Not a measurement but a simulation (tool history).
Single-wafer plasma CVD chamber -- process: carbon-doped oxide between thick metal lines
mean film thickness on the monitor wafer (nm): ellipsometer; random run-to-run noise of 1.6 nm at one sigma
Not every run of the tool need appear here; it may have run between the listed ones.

| run | hour | heater temperature setpoint (deg C) | chamber pressure (Pa) | RF power (kW) | deposition time (s) | mean film thickness on the monitor wafer (nm) |
|---|---|---|---|---|---|---|
| 1 | 0 | 340 | 548 | 0.375 | 90.4 | 370.38 |
| 2 | 3.8 | 338 | 568 | 0.375 | 90.4 | 378.28 |
| 3 | 7.4 | 338 | 568 | 0.375 | 90.4 | 377.96 |
| 4 | 16.4 | 336 | 575 | 0.375 | 90.4 | 384.09 |
| 5 | 23 | 334 | 577 | 0.375 | 90.4 | 384.62 |
| 6 | 24.7 | 332 | 583 | 0.375 | 90.4 | 388.36 |
| 7 | 32.7 | 330 | 587 | 0.375 | 90.4 | 389.74 |

The next listed run, before its measurement:
| 8 | 37.4 | 321 | 665 | 0.38 | 90.4 | ? |

mean film thickness on the monitor wafer (nm): 418.5
